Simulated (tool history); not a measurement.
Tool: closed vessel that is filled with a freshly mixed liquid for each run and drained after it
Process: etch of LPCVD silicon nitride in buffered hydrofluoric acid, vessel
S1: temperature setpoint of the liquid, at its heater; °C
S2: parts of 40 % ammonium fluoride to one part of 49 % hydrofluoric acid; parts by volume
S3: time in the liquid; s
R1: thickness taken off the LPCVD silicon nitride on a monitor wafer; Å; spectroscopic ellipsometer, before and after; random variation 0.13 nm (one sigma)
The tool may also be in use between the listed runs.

Run 1, day 0: S1 23 °C, S2 12 parts by volume, S3 1150 s. Result: R1 119.95 Å.
Run 2, day 0.288: S1 24.5 °C, S2 12 parts by volume, S3 1150 s. Result: R1 130.31 Å.
Run 3, day 0.633: S1 25.5 °C, S2 12 parts by volume, S3 1150 s. Result: R1 137.03 Å.
Run 4, day 0.721: S1 22.5 °C, S2 12 parts by volume, S3 1150 s. Result: R1 117.79 Å.
Run 5, day 0.771: S1 22.5 °C, S2 12 parts by volume, S3 1230 s. Result: R1 124.92 Å.
Run 6, day 1.025: S1 22.5 °C, S2 12 parts by volume, S3 1150 s. Result: R1 114.68 Å.
Run 7, day 1.417: S1 24 °C, S2 12 parts by volume, S3 1150 s. Result: R1 125.37 Å.
Run 8, day 1.625: S1 25 °C, S2 12 parts by volume, S3 1150 s. Result: R1 132.39 Å.
Run 9, day 1.692: S1 26 °C, S2 12 parts by volume, S3 1150 s. Result: R1 138.23 Å.
Run 10, day 1.9: S1 26 °C, S2 12 parts by volume, S3 1150 s. Result: R1 139.01 Å.
Run 11, day 2.208: S1 26.5 °C, S2 12 parts by volume, S3 1150 s. Result: R1 145.37 Å.
Run 12, day 2.425: S1 27 °C, S2 12 parts by volume, S3 1150 s. Result: R1 146.67 Å.

The next listed run, before its measurement:
Run 13, day 2.817: S1 27.5 °C, S2 12 parts by volume, S3 1150 s. Result: R1 ?.

{"run 13": {"R1": 153.95}}
